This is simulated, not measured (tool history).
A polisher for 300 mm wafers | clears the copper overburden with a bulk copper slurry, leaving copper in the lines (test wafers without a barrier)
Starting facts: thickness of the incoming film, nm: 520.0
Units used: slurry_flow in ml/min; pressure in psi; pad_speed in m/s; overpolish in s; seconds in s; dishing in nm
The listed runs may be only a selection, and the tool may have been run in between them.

run	hour	slurry_flow	pressure	pad_speed	slurry_solids	overpolish	seconds	dishing
1	0.0	270	1.7	0.98	1.00	20	88.688	70.291
2	1.3	270	1.7	0.98	1.10	20	86.279	69.099
3	2.6	270	1.7	0.98	1.10	27	83.914	85.024
4	9.9	290	1.6	1.06	1.15	24	85.123	80.534
5	18.0	290	1.6	1.20	1.15	24	76.644	84.157
6	26.3	290	1.6	1.20	1.35	24	74.059	84.774
7	30.2	275	1.6	1.24	1.35	22	70.568	84.313
8	38.2	295	1.6	1.28	1.35	20	69.495	81.885
9	40.6	275	1.5	1.32	1.35	18	72.160	71.655
10	45.8	260	1.5	1.34	1.35	16	73.649	66.039
11	49.6	245	1.5	1.36	1.35	15	72.169	64.342
12	55.2	235	1.5	1.38	1.35	14	72.757	59.583
13	60.1	225	1.5	1.40	1.35	13	67.813	57.818
14	62.2	215	1.5	1.42	1.25	12	72.085	55.960
15	68.5	290	1.1	1.52	1.50	6	85.972	27.218
16	75.2	305	1.2	1.52	1.50	6	78.344	28.813

The next listed run, before its measurement:
17	76.0	325	1.7	1.52	1.50	9	?	?

seconds: 56.543 s
dishing: 54.421 nm

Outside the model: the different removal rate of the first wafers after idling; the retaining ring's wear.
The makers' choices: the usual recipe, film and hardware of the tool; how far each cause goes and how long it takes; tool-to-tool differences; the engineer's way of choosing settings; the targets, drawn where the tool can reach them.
